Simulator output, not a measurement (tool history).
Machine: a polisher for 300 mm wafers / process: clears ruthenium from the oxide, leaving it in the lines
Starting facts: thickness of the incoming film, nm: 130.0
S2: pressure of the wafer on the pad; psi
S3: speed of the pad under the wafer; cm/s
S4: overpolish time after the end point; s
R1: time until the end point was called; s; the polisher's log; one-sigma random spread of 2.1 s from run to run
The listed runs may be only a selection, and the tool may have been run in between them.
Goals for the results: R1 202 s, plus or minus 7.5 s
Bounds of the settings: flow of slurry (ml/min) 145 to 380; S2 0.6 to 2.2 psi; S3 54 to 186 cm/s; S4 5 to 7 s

run 1 hour=0 | flow_of_slurry_(ml/min)=245 S2=1.4 S3=118 S4=7 | R1=145.36
run 2 hour=5.9 | flow_of_slurry_(ml/min)=245 S2=1.4 S3=146 S4=7 | R1=118.12
run 3 hour=11.3 | flow_of_slurry_(ml/min)=245 S2=1.4 S3=166 S4=7 | R1=103.55
run 4 hour=13.9 | flow_of_slurry_(ml/min)=245 S2=1.3 S3=164 S4=7 | R1=113.31
run 5 hour=20.9 | flow_of_slurry_(ml/min)=245 S2=1.2 S3=162 S4=7 | R1=124.84
run 6 hour=22.3 | flow_of_slurry_(ml/min)=245 S2=1.1 S3=162 S4=7 | R1=135.41
run 7 hour=24.2 | flow_of_slurry_(ml/min)=245 S2=1 S3=162 S4=7 | R1=145.9
run 8 hour=27.3 | flow_of_slurry_(ml/min)=245 S2=0.9 S3=162 S4=7 | R1=163.76
run 9 hour=30.6 | flow_of_slurry_(ml/min)=245 S2=0.9 S3=162 S4=7 | R1=162.45
run 10 hour=37.8 | flow_of_slurry_(ml/min)=245 S2=0.8 S3=162 S4=7 | R1=181.75

Which one of the following 5 next-run settings gets every result inside its allowed miss? There is exactly one.
run A hour=45 | flow_of_slurry_(ml/min)=235 S2=0.8 S3=184 S4=7 | R1=?
run B hour=45 | flow_of_slurry_(ml/min)=255 S2=0.9 S3=162 S4=7 | R1=?
run C hour=45 | flow_of_slurry_(ml/min)=235 S2=0.9 S3=180 S4=7 | R1=?
run D hour=45 | flow_of_slurry_(ml/min)=185 S2=1.2 S3=102 S4=5 | R1=?
run E hour=45 | flow_of_slurry_(ml/min)=165 S2=1.1 S3=144 S4=7 | R1=?

move=A R1=161.75
move=B R1=162.38
move=C R1=147.76
move=D R1=200.78
move=E R1=158.87
A: moves away from the targets compared with the last run
B: moves away from the targets compared with the last run
C: moves away from the targets compared with the last run
D: all results land within tolerance of their targets
E: moves away from the targets compared with the last run
Go with D: it meets all targets.

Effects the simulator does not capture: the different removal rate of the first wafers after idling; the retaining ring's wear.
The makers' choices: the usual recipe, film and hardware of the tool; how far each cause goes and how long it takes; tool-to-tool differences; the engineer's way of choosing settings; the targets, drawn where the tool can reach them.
